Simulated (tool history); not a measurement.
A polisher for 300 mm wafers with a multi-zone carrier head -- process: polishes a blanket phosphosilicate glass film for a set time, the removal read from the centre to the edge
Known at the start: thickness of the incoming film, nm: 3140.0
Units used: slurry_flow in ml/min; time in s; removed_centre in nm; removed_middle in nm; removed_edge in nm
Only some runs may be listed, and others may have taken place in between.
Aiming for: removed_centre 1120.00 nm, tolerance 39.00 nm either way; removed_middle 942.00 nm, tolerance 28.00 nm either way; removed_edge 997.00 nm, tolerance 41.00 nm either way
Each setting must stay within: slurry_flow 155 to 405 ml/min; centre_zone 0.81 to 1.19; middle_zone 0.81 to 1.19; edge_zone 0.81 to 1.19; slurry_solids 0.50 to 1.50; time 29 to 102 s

run 1 hour=0.0 | slurry_flow=260 centre_zone=1.00 middle_zone=1.00 edge_zone=1.00 slurry_solids=1.00 time=65 | removed_centre=729.06 removed_middle=698.46 removed_edge=692.27
run 2 hour=3.6 | slurry_flow=260 centre_zone=1.00 middle_zone=1.00 edge_zone=1.00 slurry_solids=0.80 time=65 | removed_centre=620.61 removed_middle=602.06 removed_edge=614.25
run 3 hour=4.9 | slurry_flow=260 centre_zone=0.96 middle_zone=1.00 edge_zone=1.00 slurry_solids=0.80 time=65 | removed_centre=612.25 removed_middle=607.59 removed_edge=620.97
run 4 hour=6.3 | slurry_flow=265 centre_zone=0.98 middle_zone=0.99 edge_zone=1.03 slurry_solids=0.95 time=65 | removed_centre=691.51 removed_middle=675.50 removed_edge=697.79
-- hour=14.5 worn pad replaced by a new one
run 5 hour=14.5 | slurry_flow=265 centre_zone=0.89 middle_zone=0.99 edge_zone=1.03 slurry_solids=0.95 time=65 | removed_centre=688.42 removed_middle=739.68 removed_edge=769.87
run 6 hour=20.6 | slurry_flow=275 centre_zone=0.93 middle_zone=0.98 edge_zone=1.05 slurry_solids=1.05 time=65 | removed_centre=769.17 removed_middle=776.75 removed_edge=842.22
run 7 hour=24.2 | slurry_flow=290 centre_zone=0.97 middle_zone=1.00 edge_zone=1.07 slurry_solids=1.10 time=65 | removed_centre=823.43 removed_middle=823.88 removed_edge=855.82
run 8 hour=27.1 | slurry_flow=305 centre_zone=1.00 middle_zone=1.00 edge_zone=1.09 slurry_solids=1.15 time=65 | removed_centre=885.07 removed_middle=831.46 removed_edge=881.05
run 9 hour=34.0 | slurry_flow=320 centre_zone=1.02 middle_zone=1.01 edge_zone=1.11 slurry_solids=1.15 time=65 | removed_centre=899.10 removed_middle=834.28 removed_edge=907.50

5 next moves are on the table. One of them brings every result within its allowed miss. Which?
run A hour=40.9 | slurry_flow=320 centre_zone=1.19 middle_zone=1.09 edge_zone=0.91 slurry_solids=1.25 time=62 | removed_centre=? removed_middle=? removed_edge=?
run B hour=40.9 | slurry_flow=260 centre_zone=1.11 middle_zone=0.96 edge_zone=1.02 slurry_solids=0.95 time=86 | removed_centre=? removed_middle=? removed_edge=?
run C hour=40.9 | slurry_flow=365 centre_zone=0.88 middle_zone=1.04 edge_zone=1.17 slurry_solids=0.70 time=76 | removed_centre=? removed_middle=? removed_edge=?
run D hour=40.9 | slurry_flow=305 centre_zone=0.85 middle_zone=0.99 edge_zone=1.19 slurry_solids=0.95 time=71 | removed_centre=? removed_middle=? removed_edge=?
run E hour=40.9 | slurry_flow=380 centre_zone=1.05 middle_zone=1.04 edge_zone=1.16 slurry_solids=1.20 time=55 | removed_centre=? removed_middle=? removed_edge=?

move=A removed_centre=1045.90 removed_middle=893.21 removed_edge=812.15
move=B removed_centre=1136.30 removed_middle=938.35 removed_edge=1009.20
move=C removed_centre=659.15 removed_middle=733.44 removed_edge=782.55
move=D removed_centre=730.67 removed_middle=809.47 removed_edge=912.19
move=E removed_centre=814.79 removed_middle=757.84 removed_edge=805.11
A: gains on the last run, yet a result remains outside its allowed miss
B: every result lands within tolerance
C: its largest miss is bigger than the last run's
D: its largest miss is bigger than the last run's
E: its largest miss is bigger than the last run's
B is the move that brings every result within its allowed miss.
